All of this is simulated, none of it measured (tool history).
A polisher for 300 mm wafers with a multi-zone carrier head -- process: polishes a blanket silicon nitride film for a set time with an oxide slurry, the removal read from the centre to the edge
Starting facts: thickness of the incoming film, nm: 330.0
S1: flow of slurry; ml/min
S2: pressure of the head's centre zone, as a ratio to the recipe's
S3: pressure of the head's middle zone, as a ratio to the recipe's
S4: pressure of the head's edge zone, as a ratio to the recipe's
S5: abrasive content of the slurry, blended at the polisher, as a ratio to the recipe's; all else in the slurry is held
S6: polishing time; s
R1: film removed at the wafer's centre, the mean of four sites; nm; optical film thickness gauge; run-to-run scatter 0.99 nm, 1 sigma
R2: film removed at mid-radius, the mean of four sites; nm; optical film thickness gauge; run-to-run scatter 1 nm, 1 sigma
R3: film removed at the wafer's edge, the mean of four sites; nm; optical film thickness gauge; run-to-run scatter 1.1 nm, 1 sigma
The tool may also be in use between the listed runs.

Run 1, hour 0.0: S1 140 ml/min, S2 1.00, S3 1.00, S4 1.00, S5 1.00, S6 60 s. Result: R1 57.862 nm, R2 54.924 nm, R3 54.602 nm.
Run 2, hour 4.5: S1 140 ml/min, S2 1.00, S3 1.00, S4 1.00, S5 1.00, S6 47 s. Result: R1 44.954 nm, R2 43.071 nm, R3 41.837 nm.
Run 3, hour 5.5: S1 145 ml/min, S2 0.99, S3 1.03, S4 1.02, S5 1.10, S6 49 s. Result: R1 48.866 nm, R2 49.013 nm, R3 49.236 nm.
Run 4, hour 6.5: S1 155 ml/min, S2 1.00, S3 1.06, S4 1.00, S5 1.20, S6 50 s. Result: R1 53.471 nm, R2 54.160 nm, R3 51.152 nm.
Run 5, hour 14.1: S1 155 ml/min, S2 0.96, S3 1.06, S4 1.00, S5 1.20, S6 50 s. Result: R1 51.881 nm, R2 53.787 nm, R3 50.262 nm.
Run 6, hour 18.2: S1 155 ml/min, S2 0.96, S3 1.10, S4 1.00, S5 1.20, S6 50 s. Result: R1 51.273 nm, R2 55.633 nm, R3 49.744 nm.

Run 7, settings as shown, results not yet in. Your forecast:
Run 7, hour 25.5: S1 160 ml/min, S2 0.97, S3 1.12, S4 1.02, S5 1.25, S6 51 s. Result: R1 ?, R2 ?, R3 ?.

R1: 54.804 nm
R2: 61.318 nm
R3: 53.428 nm
